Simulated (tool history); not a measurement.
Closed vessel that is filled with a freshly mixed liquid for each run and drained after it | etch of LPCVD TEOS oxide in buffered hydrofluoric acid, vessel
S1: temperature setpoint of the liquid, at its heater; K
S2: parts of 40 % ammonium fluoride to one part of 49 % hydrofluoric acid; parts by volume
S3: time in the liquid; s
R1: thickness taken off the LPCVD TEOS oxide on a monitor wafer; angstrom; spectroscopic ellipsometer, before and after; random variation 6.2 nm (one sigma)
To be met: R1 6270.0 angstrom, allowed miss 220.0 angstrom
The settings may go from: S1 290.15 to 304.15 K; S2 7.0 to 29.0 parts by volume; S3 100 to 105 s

| run | hour | S1 | S2 | S3 | R1 |
|---|---|---|---|---|---|
| 1 | 0.0 | 296.15 | 18.0 | 100 | 2813.8 |
| 2 | 1.8 | 297.65 | 16.5 | 100 | 3306.4 |
| 3 | 6.4 | 297.65 | 16.5 | 105 | 3457.3 |
| 4 | 8.0 | 297.65 | 16.5 | 100 | 3321.1 |
| 5 | 11.8 | 298.65 | 15.5 | 100 | 3710.4 |
| 6 | 19.3 | 297.15 | 15.5 | 100 | 3464.8 |
| 7 | 26.6 | 298.15 | 14.5 | 100 | 3814.8 |
| 8 | 29.1 | 302.15 | 9.5 | 100 | 7059.6 |
| 9 | 34.8 | 301.65 | 9.5 | 100 | 6943.8 |
| 10 | 41.0 | 301.15 | 9.5 | 100 | 6763.5 |
| 11 | 46.1 | 300.65 | 9.5 | 100 | 6637.0 |

4 next moves are on the table. One of them brings every result within its allowed miss. Which?
| A | 51.2 | 300.15 | 11.0 | 100 | ? |
| B | 51.2 | 299.15 | 9.5 | 105 | ? |
| C | 51.2 | 296.65 | 7.5 | 100 | ? |
| D | 51.2 | 298.65 | 8.5 | 105 | ? |

| move | R1 |
|---|---|
| A | 5720.5 |
| B | 6450.9 |
| C | 6762.2 |
| D | 6912.0 |
A: takes the result that was furthest off past its target
B: meets every target
C: further off than the last run
D: further off than the last run
Answer: B
